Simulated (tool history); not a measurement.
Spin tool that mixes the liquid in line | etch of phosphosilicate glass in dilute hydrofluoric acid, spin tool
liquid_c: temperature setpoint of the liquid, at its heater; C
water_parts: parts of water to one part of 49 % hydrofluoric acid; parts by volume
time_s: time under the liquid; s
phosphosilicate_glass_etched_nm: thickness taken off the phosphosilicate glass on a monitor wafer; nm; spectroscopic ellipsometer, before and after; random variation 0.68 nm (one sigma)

run,hour,liquid_c,water_parts,time_s,phosphosilicate_glass_etched_nm
1,0.0,25.0,65,45,84.760
2,2.4,25.5,65,45,85.373
3,5.9,25.5,85,45,64.261
4,8.0,26.5,85,45,66.162
5,10.5,26.5,85,45,66.316
6,19.4,26.5,75,45,75.874
7,25.1,27.5,75,45,79.588
8,31.3,28.5,75,45,81.766
9,33.3,29.0,75,45,84.228
10,41.5,29.5,75,45,84.989

Forecast run 11:
11,49.6,30.0,75,45,?

phosphosilicate_glass_etched_nm: 88.381 nm
